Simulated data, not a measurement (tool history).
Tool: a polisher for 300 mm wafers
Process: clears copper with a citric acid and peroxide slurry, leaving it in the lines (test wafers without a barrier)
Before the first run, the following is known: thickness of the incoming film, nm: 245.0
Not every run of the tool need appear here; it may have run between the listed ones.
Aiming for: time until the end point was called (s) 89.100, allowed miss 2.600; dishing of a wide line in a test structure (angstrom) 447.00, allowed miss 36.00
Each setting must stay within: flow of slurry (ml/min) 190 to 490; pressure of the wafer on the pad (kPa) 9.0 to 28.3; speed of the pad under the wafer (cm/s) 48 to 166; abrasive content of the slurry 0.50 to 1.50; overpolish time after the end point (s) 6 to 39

run  hour  flow of slurry (ml/min)  pressure of the wafer on the pad (kPa)  speed of the pad under the wafer (cm/s)  abrasive content of the slurry  overpolish time after the end point (s)  time until the end point was called (s)  dishing of a wide line in a test structure (angstrom)
  1   0.0                      315                                    18.6                                      106                            1.00                                       20                                  118.170                                                 266.00
  2   8.1                      315                                    20.0                                      106                            1.00                                       22                                  109.770                                                 318.04
  3  13.4                      315                                    20.0                                       82                            1.00                                       22                                  143.550                                                 246.73
  4  17.3                      315                                    15.9                                       82                            1.00                                       22                                  169.130                                                 213.39
  5  22.6                      315                                    19.3                                       86                            1.00                                       23                                  139.050                                                 270.16
  6  27.8                      315                                    19.3                                       64                            1.00                                       23                                  185.940                                                 196.64
  7  30.4                      315                                    22.1                                       74                            1.00                                       24                                  143.390                                                 258.50
  8  37.8                      315                                    24.1                                       80                            1.00                                       25                                  124.080                                                 326.07
  9  43.1                      325                                    28.3                                       98                            1.00                                       23                                   87.353                                                 397.36

5 next moves are on the table. One of them brings every result within its allowed miss. Which?
  A  48.4                      340                                    28.3                                       96                            1.05                                       16                                        ?                                                      ?
  B  48.4                      305                                    27.6                                      102                            0.95                                       22                                        ?                                                      ?
  C  48.4                      380                                    28.3                                       86                            1.10                                       25                                        ?                                                      ?
  D  48.4                      365                                    27.6                                      100                            0.90                                       26                                        ?                                                      ?
  E  48.4                      305                                    28.3                                       98                            1.00                                       33                                        ?                                                      ?

move  time until the end point was called (s)  dishing of a wide line in a test structure (angstrom)
   A                                   89.145                                                 290.14
   B                                   88.278                                                 389.38
   C                                   97.528                                                 399.65
   D                                   89.635                                                 444.54
   E                                   88.978                                                 547.98
A: the biggest miss grows against the last run
B: the biggest miss grows against the last run
C: the biggest miss grows against the last run
D: all results in spec
E: carries the result that was furthest off beyond its target, to the other side
The right move is D.
